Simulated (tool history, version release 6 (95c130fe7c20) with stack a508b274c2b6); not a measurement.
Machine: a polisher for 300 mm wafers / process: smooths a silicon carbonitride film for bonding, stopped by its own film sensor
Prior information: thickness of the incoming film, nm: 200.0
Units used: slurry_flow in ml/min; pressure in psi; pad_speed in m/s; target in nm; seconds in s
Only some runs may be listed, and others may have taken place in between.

run  hour  slurry_flow  pressure  pad_speed  slurry_solids  target  seconds
  1     0          235       1.3       0.76              1     186   125.45
  2   2.6          235       1.3       0.76              1     186   125.78
  3   3.8          235       1.3       0.76              1     186   124.11
  4   4.3          235       1.3       0.76              1     186    127.3
  5  11.9          235       1.2       0.76              1     186   134.46
  6  16.8          235       1.1       0.76              1     186   141.32
  7  21.2          235         1       0.76              1     186   150.96
  8  28.6          235         1       0.76              1     186   151.97

Run 9 has not been measured yet. What should we expect?
  9  29.1          235       0.9       0.76              1     186        ?

seconds: 160.4 s
